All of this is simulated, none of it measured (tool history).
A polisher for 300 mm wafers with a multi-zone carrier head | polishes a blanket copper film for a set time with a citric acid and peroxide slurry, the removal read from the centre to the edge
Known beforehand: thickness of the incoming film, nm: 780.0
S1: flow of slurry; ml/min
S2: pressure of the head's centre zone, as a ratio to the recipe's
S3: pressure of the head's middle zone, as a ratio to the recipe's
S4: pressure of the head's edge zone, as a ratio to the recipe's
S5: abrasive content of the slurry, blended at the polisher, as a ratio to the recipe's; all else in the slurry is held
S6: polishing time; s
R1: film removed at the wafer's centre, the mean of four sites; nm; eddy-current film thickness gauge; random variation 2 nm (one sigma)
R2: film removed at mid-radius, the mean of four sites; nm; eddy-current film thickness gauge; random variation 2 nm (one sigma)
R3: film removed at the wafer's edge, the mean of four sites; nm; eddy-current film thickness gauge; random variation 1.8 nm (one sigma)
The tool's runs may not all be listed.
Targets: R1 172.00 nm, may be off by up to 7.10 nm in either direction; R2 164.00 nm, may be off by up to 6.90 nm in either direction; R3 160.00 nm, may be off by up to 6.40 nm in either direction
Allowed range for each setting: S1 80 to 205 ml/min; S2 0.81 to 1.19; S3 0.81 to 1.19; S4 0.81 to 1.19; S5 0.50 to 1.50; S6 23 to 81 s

run  hour   S1    S2    S3    S4    S5  S6      R1      R2      R3
  1   0.0  135  1.00  1.00  1.00  1.00  52  118.98  119.55  122.63
  2   3.7  135  1.06  1.00  1.00  1.00  52  126.91  118.56  123.48
  3   5.9  145  1.08  1.03  1.02  1.10  53  135.10  130.32  129.82
  4  10.3  150  1.10  1.03  1.04  1.20  54  144.04  136.19  134.96
  5  13.6  150  1.10  1.03  1.04  1.00  54  137.45  132.33  130.09
  6  16.5  165  1.10  1.03  1.04  1.00  54  143.34  132.20  132.26
  7  21.8  165  1.10  1.03  1.05  1.10  55  146.59  137.50  134.90
  8  28.4  160  1.11  1.03  1.06  1.15  57  156.06  146.06  146.52
  9  36.9  160  1.12  1.04  1.08  1.20  57  159.12  144.35  147.26
 10  43.1  160  1.12  1.06  1.09  1.25  57  156.86  150.96  148.00
 11  51.8  165  1.13  1.06  1.10  1.30  57  162.40  150.24  148.12

Consider the 4 candidate settings below. Which is the only one whose results all fall within their allowed miss of target?
  A  60.5  185  1.11  1.08  1.11  1.10  62   ?   ?   ?
  B  60.5  170  1.18  1.04  1.06  0.95  60   ?   ?   ?
  C  60.5  190  1.18  1.00  1.17  1.10  65   ?   ?   ?
  D  60.5  185  1.19  1.04  1.07  1.40  55   ?   ?   ?

move      R1      R2      R3
   A  174.22  165.33  160.42
   B  173.06  149.80  147.35
   C  195.07  162.98  173.53
   D  171.48  146.90  144.64
A: in spec on every target
B: no better and no worse than the last run
C: meets the target for the result that was furthest off, but another lies outside its allowed miss
D: the biggest miss grows against the last run
The move that meets every target is A.
